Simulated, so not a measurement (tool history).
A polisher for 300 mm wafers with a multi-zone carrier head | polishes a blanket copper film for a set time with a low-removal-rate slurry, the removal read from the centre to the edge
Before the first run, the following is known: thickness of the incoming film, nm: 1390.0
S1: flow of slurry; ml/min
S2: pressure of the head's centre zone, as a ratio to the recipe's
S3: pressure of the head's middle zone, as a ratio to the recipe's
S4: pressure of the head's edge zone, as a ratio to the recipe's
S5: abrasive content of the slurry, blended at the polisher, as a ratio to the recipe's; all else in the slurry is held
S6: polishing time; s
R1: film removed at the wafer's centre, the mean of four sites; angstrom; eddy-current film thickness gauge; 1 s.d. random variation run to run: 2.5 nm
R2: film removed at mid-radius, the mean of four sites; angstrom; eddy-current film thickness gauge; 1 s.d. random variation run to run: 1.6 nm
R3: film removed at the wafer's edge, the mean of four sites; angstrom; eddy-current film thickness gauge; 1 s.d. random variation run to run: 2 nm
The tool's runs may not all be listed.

Run 1, hour 0: S1 170 ml/min, S2 1, S3 1, S4 1, S5 1, S6 58 s. Result: R1 1878.7 angstrom, R2 1871.5 angstrom, R3 1874.8 angstrom.
Run 2, hour 1.4: S1 145 ml/min, S2 1, S3 1, S4 1, S5 1, S6 58 s. Result: R1 1764.3 angstrom, R2 1832.5 angstrom, R3 1837 angstrom.
Run 3, hour 8.8: S1 145 ml/min, S2 1, S3 1, S4 1, S5 1.15, S6 58 s. Result: R1 1898.3 angstrom, R2 1913.9 angstrom, R3 1893.7 angstrom.
Run 4, hour 14.3: S1 155 ml/min, S2 0.98, S3 1.03, S4 1.04, S5 1.2, S6 59 s. Result: R1 1892.3 angstrom, R2 2030.5 angstrom, R3 1966.4 angstrom.
Run 5, hour 18.3: S1 165 ml/min, S2 0.97, S3 1.04, S4 1.07, S5 1.25, S6 60 s. Result: R1 1986.8 angstrom, R2 2084.4 angstrom, R3 2095.7 angstrom.
Run 6, hour 20.8: S1 175 ml/min, S2 0.96, S3 1.07, S4 1.09, S5 1.3, S6 60 s. Result: R1 1975.4 angstrom, R2 2196.1 angstrom, R3 2141.1 angstrom.
Run 7, hour 26.1: S1 185 ml/min, S2 0.96, S3 1.09, S4 1.11, S5 1.35, S6 60 s. Result: R1 2011.2 angstrom, R2 2237.6 angstrom, R3 2204.9 angstrom.
Run 8, hour 30.8: S1 195 ml/min, S2 0.96, S3 1.11, S4 1.12, S5 1.4, S6 60 s. Result: R1 1995 angstrom, R2 2340.2 angstrom, R3 2258.1 angstrom.
Run 9, hour 39.7: S1 195 ml/min, S2 0.96, S3 1.11, S4 1.12, S5 1.4, S6 60 s. Result: R1 2024 angstrom, R2 2356.9 angstrom, R3 2207.4 angstrom.
Run 10, hour 45.5: S1 200 ml/min, S2 0.96, S3 1.12, S4 1.13, S5 1.4, S6 60 s. Result: R1 2060.4 angstrom, R2 2354.9 angstrom, R3 2231.1 angstrom.
Run 11, hour 48: S1 205 ml/min, S2 0.96, S3 1.13, S4 1.14, S5 1.4, S6 60 s. Result: R1 2013.7 angstrom, R2 2424.7 angstrom, R3 2244.3 angstrom.

The next listed run, before its measurement:
Run 12, hour 48.6: S1 210 ml/min, S2 0.96, S3 1.13, S4 1.15, S5 1.4, S6 60 s. Result: R1 ?, R2 ?, R3 ?.

{"run 12": {"R1": 2122.5, "R2": 2404.2, "R3": 2282.1}}

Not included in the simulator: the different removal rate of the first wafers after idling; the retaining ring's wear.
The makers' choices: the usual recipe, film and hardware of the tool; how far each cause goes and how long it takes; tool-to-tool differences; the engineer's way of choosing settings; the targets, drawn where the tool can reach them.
